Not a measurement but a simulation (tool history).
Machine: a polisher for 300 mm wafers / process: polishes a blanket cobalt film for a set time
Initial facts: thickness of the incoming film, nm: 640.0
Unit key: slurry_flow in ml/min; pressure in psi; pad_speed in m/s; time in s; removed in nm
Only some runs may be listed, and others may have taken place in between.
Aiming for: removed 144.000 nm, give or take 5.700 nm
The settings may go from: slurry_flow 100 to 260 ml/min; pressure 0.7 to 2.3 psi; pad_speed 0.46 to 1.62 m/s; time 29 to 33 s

run	hour	slurry_flow	pressure	pad_speed	time	removed
1	0.0	165	1.5	1.04	33	105.950
2	8.6	165	1.3	1.04	33	97.025
3	16.3	165	1.3	1.04	33	97.524
4	23.7	170	1.5	1.06	33	109.800
5	28.6	175	1.6	1.06	33	113.280
6	32.1	175	1.6	1.20	33	127.730
7	40.4	175	1.7	1.20	33	131.640
# hour 45.2: worn pad replaced by a new one
8	45.2	175	1.7	1.20	33	151.730

Below are 4 possible settings for the next run. Only one of them brings all results inside the allowed miss of their targets. Which is it?
A	50.0	215	1.9	1.30	29	?
B	50.0	200	1.8	1.16	31	?
C	50.0	200	2.1	1.00	29	?
D	50.0	185	1.7	1.02	32	?

move	removed
A	155.440
B	142.540
C	129.910
D	124.270
A: moves away from the targets compared with the last run
B: hits every target within its allowed miss
C: carries the result that was furthest off beyond its target, to the other side
D: carries the result that was furthest off beyond its target, to the other side
Correct choice: B, which meets every target
